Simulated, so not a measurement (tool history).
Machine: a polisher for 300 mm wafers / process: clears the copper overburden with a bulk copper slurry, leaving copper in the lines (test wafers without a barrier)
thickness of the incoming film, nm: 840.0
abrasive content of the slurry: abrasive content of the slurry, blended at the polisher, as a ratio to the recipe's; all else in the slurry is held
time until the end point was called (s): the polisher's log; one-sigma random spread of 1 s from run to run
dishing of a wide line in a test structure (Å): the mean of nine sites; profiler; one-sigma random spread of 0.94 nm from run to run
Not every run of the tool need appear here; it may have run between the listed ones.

run	hour	flow of slurry (ml/min)	pressure of the wafer on the pad (kPa)	speed of the pad under the wafer (cm/s)	abrasive content of the slurry	overpolish time after the end point (s)	time until the end point was called (s)	dishing of a wide line in a test structure (Å)
1	0	180	17.2	138	1	13	66.266	896.69
2	3.3	180	20.7	138	1	13	57.494	993.68
3	9.2	180	20.7	138	1	17	59.894	1156.2
4	11.4	180	17.2	138	1	17	63.99	1043.2
5	14.8	180	17.2	138	1.1	17	64.174	1062.1
6	17.9	185	15.9	150	1	15	67.103	1002.6
7	18.5	170	17.9	134	1.1	13	63.89	957.37
8	25.1	190	19.3	130	1	11	61.608	847.2
9	28.8	240	20	154	0.75	5	61.721	493.89
10	34.9	245	20.7	156	0.7	5	57.884	499.93
11	42.3	250	21.4	158	0.65	5	56.647	526
12	49.8	255	21.4	164	0.65	5	55.436	514.65
13	58.6	260	21.4	168	0.6	5	56.797	527.52
14	61.5	265	21.4	164	0.7	5	55.545	529.26
15	67.7	270	21.4	170	0.65	5	53.907	536.62
16	73.1	275	21.4	172	0.6	5	56.214	517.61
17	80.8	275	21.4	176	0.6	5	52.579	527.57

Run 18 is up next; what results do you expect?
18	86.5	275	20.7	180	0.6	5	?	?

{"run 18": {"time until the end point was called (s)": 54.379, "dishing of a wide line in a test structure (Å)": 524.17}}
